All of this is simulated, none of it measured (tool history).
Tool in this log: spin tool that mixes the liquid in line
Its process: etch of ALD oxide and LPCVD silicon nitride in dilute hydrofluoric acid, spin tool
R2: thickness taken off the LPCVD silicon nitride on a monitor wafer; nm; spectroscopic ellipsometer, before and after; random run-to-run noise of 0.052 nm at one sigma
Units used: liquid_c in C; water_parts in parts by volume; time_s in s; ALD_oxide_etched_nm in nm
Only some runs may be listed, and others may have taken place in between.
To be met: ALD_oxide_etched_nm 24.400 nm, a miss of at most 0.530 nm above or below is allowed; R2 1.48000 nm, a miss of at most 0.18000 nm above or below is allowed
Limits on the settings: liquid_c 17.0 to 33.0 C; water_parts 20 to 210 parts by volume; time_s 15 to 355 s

run 1 hour=0.0 | liquid_c=25.0 water_parts=115 time_s=180 | ALD_oxide_etched_nm=16.862 R2=0.78895
run 2 hour=1.8 | liquid_c=27.0 water_parts=115 time_s=180 | ALD_oxide_etched_nm=18.583 R2=1.01740
run 3 hour=3.7 | liquid_c=29.5 water_parts=115 time_s=180 | ALD_oxide_etched_nm=20.339 R2=1.06640
run 4 hour=5.3 | liquid_c=30.5 water_parts=115 time_s=180 | ALD_oxide_etched_nm=20.835 R2=1.28720
run 5 hour=11.5 | liquid_c=30.5 water_parts=110 time_s=180 | ALD_oxide_etched_nm=22.396 R2=1.30010
run 6 hour=12.0 | liquid_c=30.5 water_parts=70 time_s=180 | ALD_oxide_etched_nm=37.008 R2=2.09490
run 7 hour=13.1 | liquid_c=29.5 water_parts=75 time_s=180 | ALD_oxide_etched_nm=32.767 R2=1.82760
run 8 hour=15.5 | liquid_c=29.0 water_parts=80 time_s=180 | ALD_oxide_etched_nm=30.043 R2=1.58420

Consider the 4 candidate settings below. Which is the only one whose results all fall within their allowed miss of target?
run A hour=17.9 | liquid_c=32.5 water_parts=100 time_s=165 | ALD_oxide_etched_nm=? R2=?
run B hour=17.9 | liquid_c=21.5 water_parts=45 time_s=160 | ALD_oxide_etched_nm=? R2=?
run C hour=17.9 | liquid_c=21.5 water_parts=55 time_s=220 | ALD_oxide_etched_nm=? R2=?
run D hour=17.9 | liquid_c=26.0 water_parts=85 time_s=205 | ALD_oxide_etched_nm=? R2=?

move=A ALD_oxide_etched_nm=24.352 R2=1.48350
move=B ALD_oxide_etched_nm=36.695 R2=1.54750
move=C ALD_oxide_etched_nm=40.771 R2=1.74980
move=D ALD_oxide_etched_nm=28.398 R2=1.43660
A: all results land within tolerance of their targets
B: moves away from the targets compared with the last run
C: moves away from the targets compared with the last run
D: closes in on the targets versus the last run, not all within tolerance yet
The right move is A.

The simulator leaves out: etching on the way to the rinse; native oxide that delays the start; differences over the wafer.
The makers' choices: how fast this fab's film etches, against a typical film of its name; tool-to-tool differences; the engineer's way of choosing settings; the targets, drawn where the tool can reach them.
